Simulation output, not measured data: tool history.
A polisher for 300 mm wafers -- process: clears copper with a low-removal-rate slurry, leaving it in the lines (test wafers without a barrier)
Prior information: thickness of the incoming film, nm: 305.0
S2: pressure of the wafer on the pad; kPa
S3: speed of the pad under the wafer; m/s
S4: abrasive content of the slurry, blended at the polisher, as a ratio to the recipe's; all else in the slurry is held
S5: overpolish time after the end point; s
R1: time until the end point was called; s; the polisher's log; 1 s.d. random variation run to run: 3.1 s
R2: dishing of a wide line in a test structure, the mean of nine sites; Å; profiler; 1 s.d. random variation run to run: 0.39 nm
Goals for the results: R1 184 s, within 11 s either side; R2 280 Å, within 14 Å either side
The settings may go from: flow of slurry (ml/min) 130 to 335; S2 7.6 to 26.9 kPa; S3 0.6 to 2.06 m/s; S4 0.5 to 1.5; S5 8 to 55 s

Run 1, day 0: flow of slurry (ml/min) 215, S2 17.2 kPa, S3 1.32 m/s, S4 1, S5 28 s. Result: R1 79.733 s, R2 578.6 Å.
Run 2, day 0.096: flow of slurry (ml/min) 265, S2 17.2 kPa, S3 1.32 m/s, S4 1, S5 28 s. Result: R1 78.929 s, R2 594.86 Å.
Run 3, day 0.262: flow of slurry (ml/min) 265, S2 17.2 kPa, S3 1.14 m/s, S4 1, S5 28 s. Result: R1 89.18 s, R2 551.38 Å.
Run 4, day 0.529: flow of slurry (ml/min) 305, S2 17.2 kPa, S3 1.14 m/s, S4 1, S5 28 s. Result: R1 89.528 s, R2 534.6 Å.
Run 5, day 0.704: flow of slurry (ml/min) 305, S2 17.2 kPa, S3 1.14 m/s, S4 1, S5 17 s. Result: R1 88.117 s, R2 389.58 Å.
Run 6, day 0.871: flow of slurry (ml/min) 305, S2 15.9 kPa, S3 1.12 m/s, S4 1, S5 18 s. Result: R1 94.938 s, R2 365.16 Å.
Run 7, day 0.958: flow of slurry (ml/min) 295, S2 11 kPa, S3 0.76 m/s, S4 0.95, S5 32 s. Result: R1 176.41 s, R2 342.44 Å.
Run 8, day 1.025: flow of slurry (ml/min) 295, S2 11 kPa, S3 0.76 m/s, S4 0.95, S5 31 s. Result: R1 177.38 s, R2 337.89 Å.
Run 9, day 1.225: flow of slurry (ml/min) 295, S2 11 kPa, S3 0.76 m/s, S4 0.95, S5 30 s. Result: R1 180.97 s, R2 320.06 Å.
Run 10, day 1.417: flow of slurry (ml/min) 295, S2 11 kPa, S3 0.76 m/s, S4 0.95, S5 29 s. Result: R1 172.29 s, R2 318.92 Å.
Run 11, day 1.592: flow of slurry (ml/min) 295, S2 10.3 kPa, S3 0.76 m/s, S4 0.95, S5 28 s. Result: R1 190.62 s, R2 294.73 Å.

Which one of the following 4 next-run settings gets every result inside its allowed miss? There is exactly one.
Run A, day 1.767: flow of slurry (ml/min) 330, S2 8.3 kPa, S3 0.8 m/s, S4 0.8, S5 28 s. Result: R1 ?, R2 ?.
Run B, day 1.767: flow of slurry (ml/min) 285, S2 9 kPa, S3 0.82 m/s, S4 0.9, S5 31 s. Result: R1 ?, R2 ?.
Run C, day 1.767: flow of slurry (ml/min) 300, S2 13.8 kPa, S3 0.6 m/s, S4 1.1, S5 25 s. Result: R1 ?, R2 ?.
Run D, day 1.767: flow of slurry (ml/min) 290, S2 10.3 kPa, S3 0.66 m/s, S4 1, S5 31 s. Result: R1 ?, R2 ?.

move      R1      R2
   A  206.26   274.4
   B  191.07  316.78
   C  187.78  276.63
   D  211.21  295.22
A: puts the biggest miss on target and leaves a different result outside tolerance
B: lands further from the targets than the last run did
C: hits every target within its allowed miss
D: lands further from the targets than the last run did
C is the move that brings every result within its allowed miss.

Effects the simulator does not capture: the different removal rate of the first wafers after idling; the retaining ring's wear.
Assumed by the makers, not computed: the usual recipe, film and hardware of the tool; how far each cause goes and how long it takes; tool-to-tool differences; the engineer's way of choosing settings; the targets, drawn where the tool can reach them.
